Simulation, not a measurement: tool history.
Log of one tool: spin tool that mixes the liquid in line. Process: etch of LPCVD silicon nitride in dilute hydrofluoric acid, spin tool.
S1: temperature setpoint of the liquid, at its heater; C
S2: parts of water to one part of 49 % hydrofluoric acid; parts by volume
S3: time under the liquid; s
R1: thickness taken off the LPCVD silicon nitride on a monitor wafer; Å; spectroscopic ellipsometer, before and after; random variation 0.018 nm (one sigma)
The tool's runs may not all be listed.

run 1 hour=0 | S1=22 S2=50 S3=75 | R1=5.8407
run 2 hour=8.9 | S1=22 S2=50 S3=55 | R1=4.1372
run 3 hour=12.7 | S1=22 S2=50 S3=75 | R1=5.9062
run 4 hour=18.6 | S1=23 S2=50 S3=75 | R1=6.101
run 5 hour=21.6 | S1=23 S2=50 S3=75 | R1=6.126
run 6 hour=30 | S1=23 S2=50 S3=55 | R1=4.5474
run 7 hour=32 | S1=23.5 S2=45 S3=55 | R1=5.1637
run 8 hour=36.7 | S1=24 S2=40 S3=55 | R1=6.1563
run 9 hour=38.3 | S1=24.5 S2=40 S3=55 | R1=5.9369
run 10 hour=42.2 | S1=25 S2=35 S3=55 | R1=7.3254
run 11 hour=48.2 | S1=25.5 S2=35 S3=55 | R1=7.441
-- hour=50 thermometer replaced
run 12 hour=50 | S1=26 S2=35 S3=55 | R1=8.5361
run 13 hour=53.8 | S1=27 S2=35 S3=55 | R1=9.2017
run 14 hour=61.7 | S1=27.5 S2=35 S3=55 | R1=9.6391

Run 15 comes next. What will it give?
run 15 hour=70.5 | S1=27.5 S2=35 S3=55 | R1=?

{"run 15": {"R1": 9.5392}}
